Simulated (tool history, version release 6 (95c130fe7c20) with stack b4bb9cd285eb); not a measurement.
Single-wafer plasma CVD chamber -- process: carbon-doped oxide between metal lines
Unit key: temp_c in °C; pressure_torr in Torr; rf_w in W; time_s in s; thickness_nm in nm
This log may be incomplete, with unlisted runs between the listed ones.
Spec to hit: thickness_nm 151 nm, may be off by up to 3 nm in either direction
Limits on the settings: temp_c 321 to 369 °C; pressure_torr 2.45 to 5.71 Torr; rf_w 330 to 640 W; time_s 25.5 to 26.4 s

{"run": 1, "hour": 0.0, "temp_c": 345, "pressure_torr": 4.08, "rf_w": 485, "time_s": 25.5, "thickness_nm": 132.85}
{"run": 2, "hour": 4.8, "temp_c": 345, "pressure_torr": 4.08, "rf_w": 445, "time_s": 25.5, "thickness_nm": 124.73}
{"run": 3, "hour": 12.3, "temp_c": 338, "pressure_torr": 4.08, "rf_w": 445, "time_s": 25.5, "thickness_nm": 126.99}
{"run": 4, "hour": 16.1, "temp_c": 333, "pressure_torr": 4.08, "rf_w": 445, "time_s": 25.5, "thickness_nm": 130.1}
{"run": 5, "hour": 21.6, "temp_c": 333, "pressure_torr": 4.08, "rf_w": 445, "time_s": 25.5, "thickness_nm": 129.65}
{"run": 6, "hour": 29.2, "temp_c": 323, "pressure_torr": 4.08, "rf_w": 445, "time_s": 25.5, "thickness_nm": 136.31}
{"run": 7, "hour": 33.6, "temp_c": 323, "pressure_torr": 4.18, "rf_w": 460, "time_s": 25.5, "thickness_nm": 141.02}
{"run": 8, "hour": 37.8, "temp_c": 323, "pressure_torr": 4.36, "rf_w": 465, "time_s": 25.5, "thickness_nm": 143.56}

4 candidate next runs follow, results not yet known. Just one meets every target within its allowed miss. Identify it.
{"run": "A", "hour": 42.0, "temp_c": 340, "pressure_torr": 4.86, "rf_w": 510, "time_s": 26.4, "thickness_nm": "?"}
{"run": "B", "hour": 42.0, "temp_c": 328, "pressure_torr": 4.16, "rf_w": 525, "time_s": 26.4, "thickness_nm": "?"}
{"run": "C", "hour": 42.0, "temp_c": 323, "pressure_torr": 4.93, "rf_w": 490, "time_s": 26.4, "thickness_nm": "?"}
{"run": "D", "hour": 42.0, "temp_c": 321, "pressure_torr": 4.37, "rf_w": 440, "time_s": 26.4, "thickness_nm": "?"}

move=A thickness_nm=148.6
move=B thickness_nm=154.64
move=C thickness_nm=154.72
move=D thickness_nm=139.89
A: hits every target within its allowed miss
B: takes the biggest miss from the last run beyond its target
C: takes the biggest miss from the last run beyond its target
D: further off than the last run
Correct choice: A, which meets every target

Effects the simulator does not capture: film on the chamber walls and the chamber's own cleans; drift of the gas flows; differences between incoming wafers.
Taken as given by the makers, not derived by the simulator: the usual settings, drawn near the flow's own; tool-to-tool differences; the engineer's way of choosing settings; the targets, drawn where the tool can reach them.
